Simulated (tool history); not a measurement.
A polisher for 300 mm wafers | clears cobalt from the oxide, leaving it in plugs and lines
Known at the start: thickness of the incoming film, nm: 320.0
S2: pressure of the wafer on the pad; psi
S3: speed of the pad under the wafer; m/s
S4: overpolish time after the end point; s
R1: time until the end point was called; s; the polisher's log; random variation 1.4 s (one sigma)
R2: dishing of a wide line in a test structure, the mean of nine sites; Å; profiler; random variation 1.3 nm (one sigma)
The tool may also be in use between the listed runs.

run 1 hour=0 | flow_of_slurry_(ml/min)=275 S2=2.1 S3=1.18 S4=23 | R1=45.608 R2=809.52
run 2 hour=1 | flow_of_slurry_(ml/min)=275 S2=2 S3=1.14 S4=23 | R1=49.307 R2=783.23
run 3 hour=9.4 | flow_of_slurry_(ml/min)=275 S2=1.7 S3=1.14 S4=23 | R1=58.107 R2=707.15
run 4 hour=18.2 | flow_of_slurry_(ml/min)=275 S2=1.7 S3=1.14 S4=18 | R1=57.527 R2=644.57
run 5 hour=20.6 | flow_of_slurry_(ml/min)=275 S2=1.6 S3=1.12 S4=19 | R1=62.572 R2=597.22
run 6 hour=29 | flow_of_slurry_(ml/min)=275 S2=1.5 S3=1.1 S4=21 | R1=66.909 R2=641.22
run 7 hour=30.4 | flow_of_slurry_(ml/min)=275 S2=1.4 S3=1.08 S4=22 | R1=74.489 R2=600.86
run 8 hour=34.4 | flow_of_slurry_(ml/min)=275 S2=1.4 S3=1.08 S4=23 | R1=74.01 R2=664.11
run 9 hour=40 | flow_of_slurry_(ml/min)=275 S2=1.4 S3=1.08 S4=23 | R1=72.541 R2=637.88
run 10 hour=45.2 | flow_of_slurry_(ml/min)=275 S2=1.4 S3=1.08 S4=24 | R1=74.141 R2=643.65
run 11 hour=48.4 | flow_of_slurry_(ml/min)=275 S2=1.4 S3=1.08 S4=25 | R1=74.496 R2=660.79

Forecast run 12:
run 12 hour=50.2 | flow_of_slurry_(ml/min)=275 S2=1.2 S3=1.06 S4=27 | R1=? R2=?

R1: 88.032 s
R2: 650.7 Å

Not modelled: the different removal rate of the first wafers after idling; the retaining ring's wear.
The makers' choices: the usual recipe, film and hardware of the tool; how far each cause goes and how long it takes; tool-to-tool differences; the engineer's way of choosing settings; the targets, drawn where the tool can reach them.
